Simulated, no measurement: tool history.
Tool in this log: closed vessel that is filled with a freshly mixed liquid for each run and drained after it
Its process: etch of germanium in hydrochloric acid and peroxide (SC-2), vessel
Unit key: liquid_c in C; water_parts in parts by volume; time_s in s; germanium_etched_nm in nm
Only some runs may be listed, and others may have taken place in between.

| run | hour | liquid_c | water_parts | time_s | germanium_etched_nm |
|---|---|---|---|---|---|
| 1 | 0 | 51 | 8 | 85 | 235.22 |
| 2 | 6.2 | 51 | 6 | 85 | 235.13 |
| 3 | 12 | 49 | 6 | 85 | 222.18 |
| 4 | 17.9 | 47 | 6 | 85 | 206.28 |
| 5 | 25.7 | 46 | 6 | 85 | 199.94 |
| 6 | 28.6 | 46 | 7.5 | 85 | 200.16 |
| 7 | 35.5 | 45 | 7.5 | 85 | 191.92 |

Run 8 has not been measured yet. What should we expect?
| 8 | 41.8 | 44.5 | 7.5 | 85 | ? |

germanium_etched_nm: 187.31 nm
